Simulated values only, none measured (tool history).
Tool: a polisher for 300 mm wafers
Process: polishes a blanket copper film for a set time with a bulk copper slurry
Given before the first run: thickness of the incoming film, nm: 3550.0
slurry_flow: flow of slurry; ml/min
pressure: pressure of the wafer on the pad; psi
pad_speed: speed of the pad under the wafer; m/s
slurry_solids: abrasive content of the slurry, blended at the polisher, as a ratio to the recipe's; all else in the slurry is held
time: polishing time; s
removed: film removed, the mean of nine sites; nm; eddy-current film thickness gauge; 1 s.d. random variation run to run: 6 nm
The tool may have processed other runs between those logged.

run,day,slurry_flow,pressure,pad_speed,slurry_solids,time,removed
1,0,200,3,1.26,1,58,666.22
2,0.271,200,3,1.26,1,61,706.21
3,0.617,200,2.9,1.26,1,61,669.81
4,0.688,200,2.9,1.26,1,61,676.19
5,0.746,245,2.9,1.26,1,61,676.99
# day 1.096: worn pad replaced by a new one
6,1.096,245,2.9,1.26,1,61,747
7,1.196,235,2.9,1.26,1,61,738.77

What will run 8 give?
8,1.354,225,2.9,1.26,1,61,?

{"run 8": {"removed": 738.52}}
